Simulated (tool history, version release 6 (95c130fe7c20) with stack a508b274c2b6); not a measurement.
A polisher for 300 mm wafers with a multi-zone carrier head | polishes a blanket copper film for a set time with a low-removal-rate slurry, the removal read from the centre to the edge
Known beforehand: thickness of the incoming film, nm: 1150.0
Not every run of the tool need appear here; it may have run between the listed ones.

run,hour,flow of slurry (ml/min),pressure of the head's centre zone,pressure of the head's middle zone,pressure of the head's edge zone,abrasive content of the slurry,polishing time (s),film removed at the wafer's centre (Å),film removed at mid-radius (Å),film removed at the wafer's edge (Å)
1,0.0,230,1.00,1.00,1.00,1.00,47,1202.20,1187.00,1184.20
2,5.1,230,1.00,1.00,1.03,1.00,47,1191.70,1192.50,1207.10
3,12.8,200,1.00,1.00,1.03,1.00,47,1173.70,1191.40,1186.90
4,18.5,200,0.96,1.00,1.03,1.00,47,1119.80,1160.80,1197.60
5,19.3,230,0.96,1.00,1.03,1.00,47,1149.30,1203.90,1192.80
6,24.9,220,0.94,0.97,1.01,0.90,44,1014.40,1060.10,1076.30
7,29.2,220,0.94,0.97,1.01,0.90,44,1014.70,1044.90,1076.80
8,34.7,215,0.92,0.95,0.99,0.85,42,909.09,984.52,1008.10
9,35.5,210,0.93,0.93,0.99,0.80,40,880.09,906.32,945.70
10,37.3,200,0.92,0.91,0.99,0.75,39,829.36,841.34,898.01
11,37.9,195,0.91,0.89,0.98,0.70,38,790.80,794.03,853.78

Run 12, settings as shown, results not yet in. Your forecast:
12,42.1,190,0.90,0.88,0.98,0.65,37,?,?,?

film removed at the wafer's centre (Å): 739.15
film removed at mid-radius (Å): 754.16
film removed at the wafer's edge (Å): 821.99
